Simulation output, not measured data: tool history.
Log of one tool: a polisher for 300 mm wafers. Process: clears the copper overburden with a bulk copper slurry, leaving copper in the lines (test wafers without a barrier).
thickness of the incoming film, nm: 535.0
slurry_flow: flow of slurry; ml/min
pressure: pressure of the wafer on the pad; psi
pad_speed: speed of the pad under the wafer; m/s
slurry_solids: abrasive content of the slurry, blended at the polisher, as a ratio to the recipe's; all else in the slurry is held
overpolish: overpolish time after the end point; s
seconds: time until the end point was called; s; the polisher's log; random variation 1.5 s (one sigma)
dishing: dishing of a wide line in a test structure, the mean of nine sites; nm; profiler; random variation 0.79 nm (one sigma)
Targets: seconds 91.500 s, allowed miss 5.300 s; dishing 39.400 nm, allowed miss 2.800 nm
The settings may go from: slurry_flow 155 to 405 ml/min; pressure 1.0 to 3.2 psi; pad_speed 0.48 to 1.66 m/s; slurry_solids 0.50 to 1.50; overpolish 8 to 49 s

Run 1, hour 0.0: slurry_flow 260 ml/min, pressure 2.1 psi, pad_speed 1.06 m/s, slurry_solids 1.00, overpolish 25 s. Result: seconds 80.580 s, dishing 67.106 nm.
Run 2, hour 4.4: slurry_flow 260 ml/min, pressure 2.1 psi, pad_speed 1.26 m/s, slurry_solids 1.00, overpolish 25 s. Result: seconds 69.787 s, dishing 69.045 nm.
Run 3, hour 5.4: slurry_flow 300 ml/min, pressure 2.1 psi, pad_speed 1.26 m/s, slurry_solids 1.00, overpolish 25 s. Result: seconds 69.148 s, dishing 73.817 nm.
Run 4, hour 8.9: slurry_flow 365 ml/min, pressure 2.1 psi, pad_speed 1.26 m/s, slurry_solids 1.00, overpolish 25 s. Result: seconds 67.097 s, dishing 72.631 nm.
Run 5, hour 14.0: slurry_flow 365 ml/min, pressure 2.1 psi, pad_speed 1.26 m/s, slurry_solids 1.00, overpolish 18 s. Result: seconds 68.350 s, dishing 61.510 nm.
Run 6, hour 21.9: slurry_flow 365 ml/min, pressure 2.0 psi, pad_speed 1.28 m/s, slurry_solids 1.00, overpolish 16 s. Result: seconds 68.757 s, dishing 57.207 nm.
Run 7, hour 28.8: slurry_flow 365 ml/min, pressure 1.9 psi, pad_speed 1.28 m/s, slurry_solids 1.00, overpolish 15 s. Result: seconds 72.358 s, dishing 53.641 nm.
Run 8, hour 37.8: slurry_flow 365 ml/min, pressure 1.3 psi, pad_speed 1.28 m/s, slurry_solids 1.00, overpolish 8 s. Result: seconds 89.387 s, dishing 28.460 nm.
Run 9, hour 44.6: slurry_flow 365 ml/min, pressure 1.4 psi, pad_speed 1.26 m/s, slurry_solids 1.00, overpolish 10 s. Result: seconds 85.304 s, dishing 36.357 nm.

4 next moves are on the table. One of them brings every result within its allowed miss. Which?
Run A, hour 51.4: slurry_flow 340 ml/min, pressure 1.6 psi, pad_speed 1.38 m/s, slurry_solids 0.95, overpolish 11 s. Result: seconds ?, dishing ?.
Run B, hour 51.4: slurry_flow 405 ml/min, pressure 2.1 psi, pad_speed 1.04 m/s, slurry_solids 0.85, overpolish 11 s. Result: seconds ?, dishing ?.
Run C, hour 51.4: slurry_flow 335 ml/min, pressure 1.6 psi, pad_speed 1.34 m/s, slurry_solids 1.00, overpolish 10 s. Result: seconds ?, dishing ?.
Run D, hour 51.4: slurry_flow 385 ml/min, pressure 1.0 psi, pad_speed 1.30 m/s, slurry_solids 1.20, overpolish 13 s. Result: seconds ?, dishing ?.

move  seconds  dishing
   A   79.893   39.983
   B   84.347   39.091
   C   80.408   37.129
   D   96.588   38.243
A: further off than the last run
B: further off than the last run
C: further off than the last run
D: meets every target
Answer: D
